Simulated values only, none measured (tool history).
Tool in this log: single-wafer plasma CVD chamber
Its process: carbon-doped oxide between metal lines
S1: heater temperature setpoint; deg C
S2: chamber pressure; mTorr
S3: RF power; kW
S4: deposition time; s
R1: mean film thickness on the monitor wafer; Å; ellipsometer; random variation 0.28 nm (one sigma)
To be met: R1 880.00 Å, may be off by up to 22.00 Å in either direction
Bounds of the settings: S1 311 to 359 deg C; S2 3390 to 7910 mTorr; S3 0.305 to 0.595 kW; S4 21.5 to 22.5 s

| run | hour | S1 | S2 | S3 | S4 | R1 |
|---|---|---|---|---|---|---|
| 1 | 0.0 | 335 | 5650 | 0.450 | 22.5 | 1098.30 |
| 2 | 8.1 | 335 | 5650 | 0.450 | 21.5 | 1046.80 |
| 3 | 9.1 | 338 | 5420 | 0.425 | 21.5 | 983.35 |
| 4 | 9.7 | 341 | 5180 | 0.420 | 21.5 | 963.68 |
| 5 | 14.0 | 341 | 5180 | 0.420 | 21.5 | 963.72 |
| 6 | 22.1 | 343 | 5000 | 0.410 | 21.5 | 926.46 |
| 7 | 30.2 | 345 | 4880 | 0.410 | 21.5 | 920.43 |
| 8 | 35.5 | 347 | 4770 | 0.410 | 21.5 | 912.12 |
| 9 | 41.6 | 348 | 4680 | 0.410 | 21.5 | 904.72 |

Next run, 4 choices. One meets every target within its allowed miss, the rest don't. Which?
| A | 47.7 | 342 | 5220 | 0.405 | 21.5 | ? |
| B | 47.7 | 347 | 4900 | 0.350 | 21.5 | ? |
| C | 47.7 | 348 | 4730 | 0.395 | 22.5 | ? |
| D | 47.7 | 338 | 5730 | 0.360 | 21.5 | ? |

| move | R1 |
|---|---|
| A | 937.74 |
| B | 822.42 |
| C | 928.22 |
| D | 888.01 |
A: further off than the last run
B: carries the result that was furthest off beyond its target, to the other side
C: further off than the last run
D: each result inside its tolerance
Go with D: it meets all targets.
